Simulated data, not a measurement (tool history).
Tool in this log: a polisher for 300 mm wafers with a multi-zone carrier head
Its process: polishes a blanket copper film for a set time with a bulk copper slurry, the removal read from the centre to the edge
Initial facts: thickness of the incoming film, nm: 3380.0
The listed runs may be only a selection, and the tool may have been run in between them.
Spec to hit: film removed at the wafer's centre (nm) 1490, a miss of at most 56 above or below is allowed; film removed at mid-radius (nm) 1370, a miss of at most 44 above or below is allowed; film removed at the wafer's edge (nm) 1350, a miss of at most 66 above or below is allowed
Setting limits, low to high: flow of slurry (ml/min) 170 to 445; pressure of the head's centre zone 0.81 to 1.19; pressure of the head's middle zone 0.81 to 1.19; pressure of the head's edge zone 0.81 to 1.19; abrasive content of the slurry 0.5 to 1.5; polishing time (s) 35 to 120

run  hour  flow of slurry (ml/min)  pressure of the head's centre zone  pressure of the head's middle zone  pressure of the head's edge zone  abrasive content of the slurry  polishing time (s)  film removed at the wafer's centre (nm)  film removed at mid-radius (nm)  film removed at the wafer's edge (nm)
  1     0                      285                                   1                                   1                                 1                               1                  77                                    850.8                           859.98                                 866.12
  2   3.1                      285                                0.94                                   1                                 1                               1                  77                                   791.17                           852.87                                 853.19
  3   7.8                      230                                0.94                                   1                                 1                               1                  77                                   774.51                            836.5                                  842.9
  4  10.4                      235                                0.97                                1.01                              1.01                            1.05                  79                                    856.4                           890.39                                 899.19
  5  16.2                      235                                0.97                                0.93                              1.01                            1.05                  79                                   849.11                           813.53                                 883.48
  6  21.9                      175                                0.97                                0.93                              1.01                            1.05                  79                                   804.06                           788.81                                 879.96
  7  28.6                      180                                0.99                                0.95                              1.02                             1.1                  81                                   871.13                           824.72                                 918.22
  8  33.8                      190                                   1                                0.98                              1.03                            1.15                  83                                   915.29                           884.88                                 964.14
  9  36.2                      200                                1.02                                   1                              1.04                             1.2                  85                                   962.66                           954.45                                 1013.6
 10  38.7                      200                                1.02                                   1                              1.04                             1.2                  85                                   963.57                           937.53                                 986.58
 11  40.8                      250                                1.12                                 1.1                              1.14                            1.45                 102                                   1377.6                           1309.2                                 1338.8
 12  46.7                      250                                1.13                                 1.1                              1.14                            1.45                 102                                   1398.7                           1318.4                                   1359
 13  55.1                      250                                1.14                                 1.1                              1.14                            1.45                 102                                     1400                           1325.5                                 1342.4
 14  61.8                      250                                1.15                                 1.1                              1.14                            1.45                 102                                   1405.5                           1332.7                                 1334.2
 15  68.8                      260                                1.17                                1.09                              1.14                             1.5                 102                                   1439.3                           1298.5                                 1359.2
 16  76.5                      260                                1.17                                1.09                              1.14                             1.5                 102                                   1441.4                           1303.7                                 1339.4

Below are 5 possible settings for the next run. Only one of them brings all results inside the allowed miss of their targets. Which is it?
  A  84.2                      310                                1.05                                0.99                              1.08                             1.5                 105                                        ?                                ?                                      ?
  B  84.2                      270                                1.19                                 1.1                              1.09                             1.5                  97                                        ?                                ?                                      ?
  C  84.2                      300                                1.17                                 1.1                              1.11                            1.45                 105                                        ?                                ?                                      ?
  D  84.2                      240                                1.19                                1.05                              1.16                             1.5                 102                                        ?                                ?                                      ?
  E  84.2                      260                                1.19                                1.03                              1.14                             1.5                 103                                        ?                                ?                                      ?

move  film removed at the wafer's centre (nm)  film removed at mid-radius (nm)  film removed at the wafer's edge (nm)
   A                                   1346.7                           1267.6                                 1373.9
   B                                   1393.1                           1264.1                                 1261.3
   C                                   1486.4                           1370.6                                 1377.1
   D                                   1445.7                           1262.7                                 1358.1
   E                                   1472.7                           1264.5                                 1367.8
A: misses by more than the last run did
B: misses by more than the last run did
C: meets every target
D: misses by more than the last run did
E: misses by more than the last run did
The right move is C.

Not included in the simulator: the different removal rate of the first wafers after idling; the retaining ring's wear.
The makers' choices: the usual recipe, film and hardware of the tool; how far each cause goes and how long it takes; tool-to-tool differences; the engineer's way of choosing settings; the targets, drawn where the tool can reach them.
